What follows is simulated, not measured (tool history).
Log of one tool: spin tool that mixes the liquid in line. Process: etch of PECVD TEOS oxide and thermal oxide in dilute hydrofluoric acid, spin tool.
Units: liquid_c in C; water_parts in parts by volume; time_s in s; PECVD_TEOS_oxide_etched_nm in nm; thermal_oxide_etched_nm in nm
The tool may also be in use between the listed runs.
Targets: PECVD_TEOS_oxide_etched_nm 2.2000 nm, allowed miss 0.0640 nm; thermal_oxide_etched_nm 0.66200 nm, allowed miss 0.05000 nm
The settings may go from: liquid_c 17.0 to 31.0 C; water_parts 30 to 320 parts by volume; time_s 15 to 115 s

run 1 hour=0.0 | liquid_c=23.0 water_parts=175 time_s=60 | PECVD_TEOS_oxide_etched_nm=5.5653 thermal_oxide_etched_nm=1.68410
run 2 hour=7.2 | liquid_c=23.0 water_parts=195 time_s=60 | PECVD_TEOS_oxide_etched_nm=4.8835 thermal_oxide_etched_nm=1.44380
run 3 hour=14.1 | liquid_c=23.0 water_parts=155 time_s=60 | PECVD_TEOS_oxide_etched_nm=6.4538 thermal_oxide_etched_nm=1.93180
run 4 hour=15.3 | liquid_c=22.0 water_parts=175 time_s=60 | PECVD_TEOS_oxide_etched_nm=5.3764 thermal_oxide_etched_nm=1.63640
run 5 hour=19.9 | liquid_c=22.0 water_parts=210 time_s=60 | PECVD_TEOS_oxide_etched_nm=4.2819 thermal_oxide_etched_nm=1.31600
run 6 hour=26.7 | liquid_c=24.0 water_parts=210 time_s=60 | PECVD_TEOS_oxide_etched_nm=4.6442 thermal_oxide_etched_nm=1.44620
run 7 hour=28.1 | liquid_c=24.0 water_parts=210 time_s=60 | PECVD_TEOS_oxide_etched_nm=4.6879 thermal_oxide_etched_nm=1.39970
run 8 hour=30.8 | liquid_c=20.0 water_parts=280 time_s=60 | PECVD_TEOS_oxide_etched_nm=2.8077 thermal_oxide_etched_nm=0.87894
run 9 hour=37.7 | liquid_c=20.0 water_parts=285 time_s=60 | PECVD_TEOS_oxide_etched_nm=2.7386 thermal_oxide_etched_nm=0.80520
run 10 hour=43.6 | liquid_c=19.5 water_parts=290 time_s=60 | PECVD_TEOS_oxide_etched_nm=2.6317 thermal_oxide_etched_nm=0.80122
run 11 hour=52.5 | liquid_c=19.0 water_parts=295 time_s=60 | PECVD_TEOS_oxide_etched_nm=2.5531 thermal_oxide_etched_nm=0.75612
run 12 hour=56.1 | liquid_c=19.0 water_parts=300 time_s=60 | PECVD_TEOS_oxide_etched_nm=2.5041 thermal_oxide_etched_nm=0.72189
run 13 hour=60.4 | liquid_c=19.5 water_parts=305 time_s=60 | PECVD_TEOS_oxide_etched_nm=2.4753 thermal_oxide_etched_nm=0.76802

4 next moves are on the table. One of them brings every result within its allowed miss. Which?
run A hour=64.7 | liquid_c=23.0 water_parts=300 time_s=60 | PECVD_TEOS_oxide_etched_nm=? thermal_oxide_etched_nm=?
run B hour=64.7 | liquid_c=19.5 water_parts=320 time_s=70 | PECVD_TEOS_oxide_etched_nm=? thermal_oxide_etched_nm=?
run C hour=64.7 | liquid_c=18.5 water_parts=185 time_s=30 | PECVD_TEOS_oxide_etched_nm=? thermal_oxide_etched_nm=?
run D hour=64.7 | liquid_c=20.0 water_parts=285 time_s=60 | PECVD_TEOS_oxide_etched_nm=? thermal_oxide_etched_nm=?

move=A PECVD_TEOS_oxide_etched_nm=2.9078 thermal_oxide_etched_nm=0.88176
move=B PECVD_TEOS_oxide_etched_nm=2.7534 thermal_oxide_etched_nm=0.83493
move=C PECVD_TEOS_oxide_etched_nm=2.1997 thermal_oxide_etched_nm=0.66704
move=D PECVD_TEOS_oxide_etched_nm=2.7780 thermal_oxide_etched_nm=0.84239
A: further off than the last run
B: further off than the last run
C: meets every target
D: further off than the last run
The right move is C.

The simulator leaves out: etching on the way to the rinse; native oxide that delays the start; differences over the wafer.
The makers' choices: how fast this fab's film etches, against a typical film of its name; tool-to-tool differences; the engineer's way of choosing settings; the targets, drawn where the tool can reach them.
